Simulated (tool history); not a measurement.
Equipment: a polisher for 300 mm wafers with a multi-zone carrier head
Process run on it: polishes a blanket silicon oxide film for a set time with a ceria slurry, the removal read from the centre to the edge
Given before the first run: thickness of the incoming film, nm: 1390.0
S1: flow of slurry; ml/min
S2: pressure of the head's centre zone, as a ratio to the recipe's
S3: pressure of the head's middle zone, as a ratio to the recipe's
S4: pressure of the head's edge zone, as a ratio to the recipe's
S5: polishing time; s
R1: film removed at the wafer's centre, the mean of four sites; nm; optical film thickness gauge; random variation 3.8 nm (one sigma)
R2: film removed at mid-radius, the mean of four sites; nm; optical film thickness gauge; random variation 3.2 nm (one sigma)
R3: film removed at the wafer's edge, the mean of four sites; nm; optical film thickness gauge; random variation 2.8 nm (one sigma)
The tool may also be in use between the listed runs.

{"run": 1, "hour": 0.0, "S1": 150, "S2": 1.0, "S3": 1.0, "S4": 1.0, "S5": 53, "R1": 311.96, "R2": 337.64, "R3": 319.77}
{"run": 2, "hour": 3.2, "S1": 165, "S2": 0.98, "S3": 1.01, "S4": 1.03, "S5": 53, "R1": 309.97, "R2": 340.52, "R3": 330.17}
{"run": 3, "hour": 12.1, "S1": 165, "S2": 0.98, "S3": 1.01, "S4": 1.11, "S5": 53, "R1": 322.7, "R2": 344.33, "R3": 334.47}
{"run": 4, "hour": 17.3, "S1": 165, "S2": 1.03, "S3": 1.01, "S4": 1.11, "S5": 53, "R1": 332.14, "R2": 342.3, "R3": 343.08}
{"run": 5, "hour": 26.0, "S1": 175, "S2": 0.98, "S3": 1.02, "S4": 1.13, "S5": 54, "R1": 319.79, "R2": 356.0, "R3": 350.44}
{"run": 6, "hour": 31.0, "S1": 175, "S2": 0.98, "S3": 1.02, "S4": 1.18, "S5": 54, "R1": 328.67, "R2": 353.7, "R3": 356.69}
{"run": 7, "hour": 36.6, "S1": 180, "S2": 0.97, "S3": 1.04, "S4": 1.18, "S5": 54, "R1": 318.92, "R2": 359.38, "R3": 360.04}

Run 8 has not been measured yet. What should we expect?
{"run": 8, "hour": 42.4, "S1": 180, "S2": 0.98, "S3": 1.06, "S4": 1.16, "S5": 54, "R1": "?", "R2": "?", "R3": "?"}

{"run 8": {"R1": 330.46, "R2": 374.66, "R3": 357.69}}
